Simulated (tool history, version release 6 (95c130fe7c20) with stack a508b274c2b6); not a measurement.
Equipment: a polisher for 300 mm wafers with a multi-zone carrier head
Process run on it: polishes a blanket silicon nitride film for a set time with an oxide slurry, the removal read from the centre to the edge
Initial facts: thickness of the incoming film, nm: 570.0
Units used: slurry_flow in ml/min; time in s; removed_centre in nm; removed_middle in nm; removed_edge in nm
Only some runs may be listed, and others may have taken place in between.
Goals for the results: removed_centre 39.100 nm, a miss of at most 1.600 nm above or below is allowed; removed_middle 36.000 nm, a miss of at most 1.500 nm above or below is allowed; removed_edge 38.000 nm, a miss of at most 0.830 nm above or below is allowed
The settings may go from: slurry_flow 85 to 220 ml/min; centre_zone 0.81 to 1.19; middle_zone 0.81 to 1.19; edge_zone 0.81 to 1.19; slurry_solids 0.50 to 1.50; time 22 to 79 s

Run 1, hour 0.0: slurry_flow 140 ml/min, centre_zone 1.00, middle_zone 1.00, edge_zone 1.00, slurry_solids 1.00, time 50 s. Result: removed_centre 30.250 nm, removed_middle 30.791 nm, removed_edge 30.810 nm.
Run 2, hour 1.0: slurry_flow 150 ml/min, centre_zone 1.01, middle_zone 1.00, edge_zone 1.03, slurry_solids 1.00, time 50 s. Result: removed_centre 31.479 nm, removed_middle 31.904 nm, removed_edge 31.518 nm.
Run 3, hour 4.5: slurry_flow 155 ml/min, centre_zone 1.02, middle_zone 0.99, edge_zone 1.05, slurry_solids 1.05, time 50 s. Result: removed_centre 32.423 nm, removed_middle 31.658 nm, removed_edge 33.146 nm.
Run 4, hour 13.4: slurry_flow 165 ml/min, centre_zone 1.03, middle_zone 1.00, edge_zone 1.06, slurry_solids 1.05, time 50 s. Result: removed_centre 33.676 nm, removed_middle 33.630 nm, removed_edge 33.105 nm.
Run 5, hour 16.9: slurry_flow 170 ml/min, centre_zone 1.04, middle_zone 0.99, edge_zone 1.08, slurry_solids 1.05, time 50 s. Result: removed_centre 33.987 nm, removed_middle 32.482 nm, removed_edge 33.349 nm.
Run 6, hour 20.1: slurry_flow 170 ml/min, centre_zone 1.04, middle_zone 0.99, edge_zone 1.08, slurry_solids 1.05, time 38 s. Result: removed_centre 25.929 nm, removed_middle 25.249 nm, removed_edge 25.505 nm.
Run 7, hour 28.7: slurry_flow 170 ml/min, centre_zone 1.05, middle_zone 0.99, edge_zone 1.09, slurry_solids 1.10, time 39 s. Result: removed_centre 27.579 nm, removed_middle 25.538 nm, removed_edge 27.102 nm.
Run 8, hour 31.5: slurry_flow 170 ml/min, centre_zone 1.05, middle_zone 1.01, edge_zone 1.10, slurry_solids 1.15, time 40 s. Result: removed_centre 28.502 nm, removed_middle 28.004 nm, removed_edge 28.787 nm.
Run 9, hour 33.0: slurry_flow 170 ml/min, centre_zone 1.07, middle_zone 1.02, edge_zone 1.11, slurry_solids 1.20, time 40 s. Result: removed_centre 30.196 nm, removed_middle 29.114 nm, removed_edge 29.230 nm.
Run 10, hour 40.9: slurry_flow 200 ml/min, centre_zone 1.06, middle_zone 0.96, edge_zone 1.19, slurry_solids 1.45, time 44 s. Result: removed_centre 36.992 nm, removed_middle 33.893 nm, removed_edge 36.999 nm.
Run 11, hour 49.8: slurry_flow 205 ml/min, centre_zone 1.07, middle_zone 0.98, edge_zone 1.19, slurry_solids 1.45, time 44 s. Result: removed_centre 37.504 nm, removed_middle 33.978 nm, removed_edge 37.591 nm.
Run 12, hour 58.2: slurry_flow 205 ml/min, centre_zone 1.07, middle_zone 0.98, edge_zone 1.19, slurry_solids 1.45, time 44 s. Result: removed_centre 37.506 nm, removed_middle 34.109 nm, removed_edge 37.425 nm.
Run 13, hour 59.0: slurry_flow 205 ml/min, centre_zone 1.07, middle_zone 0.99, edge_zone 1.19, slurry_solids 1.45, time 44 s. Result: removed_centre 37.161 nm, removed_middle 35.185 nm, removed_edge 37.350 nm.

Below are 4 possible settings for the next run. Only one of them brings all results inside the allowed miss of their targets. Which is it?
Run A, hour 59.8: slurry_flow 220 ml/min, centre_zone 0.95, middle_zone 0.97, edge_zone 1.19, slurry_solids 1.50, time 46 s. Result: removed_centre ?, removed_middle ?, removed_edge ?.
Run B, hour 59.8: slurry_flow 220 ml/min, centre_zone 1.03, middle_zone 0.97, edge_zone 1.02, slurry_solids 1.40, time 46 s. Result: removed_centre ?, removed_middle ?, removed_edge ?.
Run C, hour 59.8: slurry_flow 215 ml/min, centre_zone 0.94, middle_zone 1.06, edge_zone 1.18, slurry_solids 1.50, time 44 s. Result: removed_centre ?, removed_middle ?, removed_edge ?.
Run D, hour 59.8: slurry_flow 190 ml/min, centre_zone 1.09, middle_zone 1.02, edge_zone 1.19, slurry_solids 1.35, time 47 s. Result: removed_centre ?, removed_middle ?, removed_edge ?.

move  removed_centre  removed_middle  removed_edge
   A          36.898          36.403        39.556
   B          38.176          35.366        35.713
   C          34.908          37.419        37.546
   D          39.207          36.301        38.012
A: lands further from the targets than the last run did
B: brings the last run's worst result on target, with another outside its allowed miss
C: lands further from the targets than the last run did
D: in spec on every target
Correct choice: D, which meets every target
